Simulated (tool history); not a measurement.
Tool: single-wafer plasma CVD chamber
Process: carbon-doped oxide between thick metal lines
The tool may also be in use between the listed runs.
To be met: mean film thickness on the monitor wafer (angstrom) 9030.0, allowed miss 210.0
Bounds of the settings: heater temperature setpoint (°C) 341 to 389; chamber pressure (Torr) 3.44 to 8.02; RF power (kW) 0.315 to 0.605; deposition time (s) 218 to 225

| run | day | heater temperature setpoint (°C) | chamber pressure (Torr) | RF power (kW) | deposition time (s) | mean film thickness on the monitor wafer (angstrom) |
|---|---|---|---|---|---|---|
| 1 | 0.000 | 365 | 5.73 | 0.460 | 218 | 10196.0 |
| 2 | 0.108 | 365 | 6.52 | 0.460 | 218 | 10339.0 |
| 3 | 0.450 | 367 | 6.32 | 0.435 | 218 | 9882.4 |
| 4 | 0.638 | 368 | 6.15 | 0.420 | 218 | 9509.8 |
| 5 | 0.929 | 368 | 6.90 | 0.420 | 218 | 9676.5 |
| 6 | 1.029 | 368 | 5.97 | 0.420 | 218 | 9495.3 |
| 7 | 1.400 | 369 | 5.82 | 0.415 | 218 | 9303.0 |
| 8 | 1.546 | 370 | 5.73 | 0.415 | 218 | 9341.1 |

Which of these 5 next moves meets every target?
| A | 1.692 | 359 | 5.78 | 0.385 | 225 | ? |
| B | 1.692 | 378 | 5.19 | 0.440 | 225 | ? |
| C | 1.692 | 378 | 6.16 | 0.405 | 218 | ? |
| D | 1.692 | 349 | 5.27 | 0.410 | 218 | ? |
| E | 1.692 | 373 | 6.16 | 0.425 | 225 | ? |

| move | mean film thickness on the monitor wafer (angstrom) |
|---|---|
| A | 9338.3 |
| B | 9657.9 |
| C | 9088.4 |
| D | 9584.8 |
| E | 9844.0 |
A: as far off as the last run
B: further off than the last run
C: meets every target
D: further off than the last run
E: further off than the last run
The right move is C.
